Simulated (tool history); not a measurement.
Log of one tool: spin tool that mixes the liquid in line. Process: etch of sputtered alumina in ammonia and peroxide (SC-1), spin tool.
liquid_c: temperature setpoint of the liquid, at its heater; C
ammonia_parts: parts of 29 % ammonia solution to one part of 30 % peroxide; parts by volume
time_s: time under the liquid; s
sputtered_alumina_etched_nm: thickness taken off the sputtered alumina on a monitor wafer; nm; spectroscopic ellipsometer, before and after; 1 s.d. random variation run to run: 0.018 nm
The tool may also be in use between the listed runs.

| run | hour | liquid_c | ammonia_parts | time_s | sputtered_alumina_etched_nm |
|---|---|---|---|---|---|
| 1 | 0.0 | 61.0 | 0.6 | 35 | 4.0468 |
| 2 | 4.7 | 61.0 | 0.8 | 35 | 4.0731 |
| 3 | 7.5 | 58.5 | 0.8 | 35 | 3.6652 |
| 4 | 13.6 | 58.5 | 0.9 | 35 | 3.6732 |
| 5 | 21.9 | 58.5 | 0.9 | 35 | 3.6909 |
| 6 | 30.4 | 58.5 | 0.9 | 35 | 3.7336 |
| 7 | 36.5 | 56.5 | 0.9 | 35 | 3.3461 |
| 8 | 41.4 | 55.0 | 0.9 | 35 | 3.0340 |
| 9 | 50.2 | 54.0 | 0.9 | 35 | 2.8732 |
| 10 | 54.2 | 53.0 | 0.9 | 35 | 2.7759 |

Run 11 is up next; what results do you expect?
| 11 | 63.1 | 52.5 | 0.9 | 35 | ? |

sputtered_alumina_etched_nm: 2.6626 nm
